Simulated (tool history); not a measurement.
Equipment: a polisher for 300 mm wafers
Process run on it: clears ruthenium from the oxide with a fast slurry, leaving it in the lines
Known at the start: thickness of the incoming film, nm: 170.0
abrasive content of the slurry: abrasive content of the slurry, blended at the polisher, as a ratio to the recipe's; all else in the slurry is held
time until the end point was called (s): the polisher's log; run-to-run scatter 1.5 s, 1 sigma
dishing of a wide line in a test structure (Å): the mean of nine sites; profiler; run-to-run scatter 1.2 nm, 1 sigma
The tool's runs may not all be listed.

| run | hour | flow of slurry (ml/min) | pressure of the wafer on the pad (psi) | speed of the pad under the wafer (cm/s) | abrasive content of the slurry | overpolish time after the end point (s) | time until the end point was called (s) | dishing of a wide line in a test structure (Å) |
|---|---|---|---|---|---|---|---|---|
| 1 | 0 | 200 | 1.7 | 120 | 1 | 22 | 65.187 | 501.49 |
| 2 | 2.7 | 200 | 1.6 | 120 | 1 | 24 | 67.415 | 509.36 |
| 3 | 3.3 | 200 | 1.6 | 120 | 0.85 | 24 | 75.639 | 497.51 |
| 4 | 9.6 | 200 | 1.6 | 150 | 0.85 | 24 | 61.388 | 575.27 |
|  | 17.3 | slurry nozzle cleaned |
| 5 | 17.3 | 200 | 1.6 | 150 | 0.95 | 24 | 55.424 | 635.72 |
| 6 | 19.7 | 200 | 1.5 | 150 | 0.95 | 26 | 59.035 | 639.57 |
| 7 | 24.8 | 200 | 1.4 | 150 | 0.95 | 27 | 63.215 | 608.08 |
| 8 | 26.9 | 200 | 1.3 | 150 | 0.95 | 28 | 67.884 | 596.71 |
| 9 | 30.3 | 200 | 1.2 | 150 | 0.95 | 29 | 73.85 | 579.63 |

Run 10, settings as shown, results not yet in. Your forecast:
| 10 | 35.6 | 200 | 0.9 | 148 | 0.95 | 34 | ? | ? |

time until the end point was called (s): 96.365
dishing of a wide line in a test structure (Å): 532.51
